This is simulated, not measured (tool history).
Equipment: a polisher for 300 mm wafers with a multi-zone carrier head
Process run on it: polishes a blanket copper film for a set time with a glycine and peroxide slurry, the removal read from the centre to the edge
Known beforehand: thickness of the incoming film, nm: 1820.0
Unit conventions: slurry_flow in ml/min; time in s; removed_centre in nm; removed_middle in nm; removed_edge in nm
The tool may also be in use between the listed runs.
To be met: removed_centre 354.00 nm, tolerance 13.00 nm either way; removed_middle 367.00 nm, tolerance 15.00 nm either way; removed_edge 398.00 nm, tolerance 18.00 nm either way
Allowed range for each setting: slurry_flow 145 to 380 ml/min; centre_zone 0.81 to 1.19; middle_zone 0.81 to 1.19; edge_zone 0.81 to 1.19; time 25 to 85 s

Run 1, day 0.000: slurry_flow 245 ml/min, centre_zone 1.00, middle_zone 1.00, edge_zone 1.00, time 55 s. Result: removed_centre 257.37 nm, removed_middle 261.57 nm, removed_edge 261.58 nm.
Run 2, day 0.079: slurry_flow 245 ml/min, centre_zone 1.00, middle_zone 1.00, edge_zone 1.02, time 58 s. Result: removed_centre 275.84 nm, removed_middle 271.34 nm, removed_edge 276.63 nm.
Run 3, day 0.254: slurry_flow 245 ml/min, centre_zone 0.95, middle_zone 1.00, edge_zone 1.02, time 58 s. Result: removed_centre 262.06 nm, removed_middle 271.97 nm, removed_edge 279.54 nm.
Run 4, day 0.538: slurry_flow 245 ml/min, centre_zone 0.95, middle_zone 1.00, edge_zone 1.03, time 60 s. Result: removed_centre 267.30 nm, removed_middle 283.76 nm, removed_edge 288.26 nm.
Run 5, day 0.846: slurry_flow 245 ml/min, centre_zone 0.95, middle_zone 0.95, edge_zone 1.03, time 60 s. Result: removed_centre 271.67 nm, removed_middle 273.14 nm, removed_edge 282.77 nm.
Run 6, day 1.192: slurry_flow 210 ml/min, centre_zone 0.95, middle_zone 0.95, edge_zone 1.03, time 60 s. Result: removed_centre 261.77 nm, removed_middle 259.85 nm, removed_edge 286.30 nm.
Run 7, day 1.246: slurry_flow 205 ml/min, centre_zone 0.96, middle_zone 0.97, edge_zone 1.04, time 62 s. Result: removed_centre 272.01 nm, removed_middle 280.99 nm, removed_edge 297.41 nm.
At day 1.438: worn pad replaced by a new one.
Run 8, day 1.438: slurry_flow 195 ml/min, centre_zone 0.97, middle_zone 0.97, edge_zone 1.05, time 64 s. Result: removed_centre 298.15 nm, removed_middle 306.03 nm, removed_edge 325.81 nm.
Run 9, day 1.783: slurry_flow 190 ml/min, centre_zone 0.98, middle_zone 0.98, edge_zone 1.07, time 64 s. Result: removed_centre 301.25 nm, removed_middle 306.91 nm, removed_edge 326.28 nm.

Which one of the following 5 next-run settings gets every result inside its allowed miss? There is exactly one.
Run A, day 2.129: slurry_flow 205 ml/min, centre_zone 0.95, middle_zone 0.91, edge_zone 1.08, time 53 s. Result: removed_centre ?, removed_middle ?, removed_edge ?.
Run B, day 2.129: slurry_flow 155 ml/min, centre_zone 0.96, middle_zone 0.98, edge_zone 1.07, time 79 s. Result: removed_centre ?, removed_middle ?, removed_edge ?.
Run C, day 2.129: slurry_flow 145 ml/min, centre_zone 0.90, middle_zone 1.04, edge_zone 1.17, time 77 s. Result: removed_centre ?, removed_middle ?, removed_edge ?.
Run D, day 2.129: slurry_flow 230 ml/min, centre_zone 1.05, middle_zone 1.09, edge_zone 1.02, time 67 s. Result: removed_centre ?, removed_middle ?, removed_edge ?.
Run E, day 2.129: slurry_flow 190 ml/min, centre_zone 0.95, middle_zone 0.95, edge_zone 1.05, time 72 s. Result: removed_centre ?, removed_middle ?, removed_edge ?.

move  removed_centre  removed_middle  removed_edge
   A          244.45          239.78        275.42
   B          346.83          360.45        392.63
   C          311.24          363.69        395.73
   D          348.91          358.95        342.01
   E          327.45          333.38        365.28
A: moves away from the targets compared with the last run
B: all results in spec
C: nearer the targets than the last run, but a result is still out of spec
D: the worst result of the last run now meets its target, but another is out of spec
E: nearer the targets than the last run, but a result is still out of spec
Move B is the one to make.
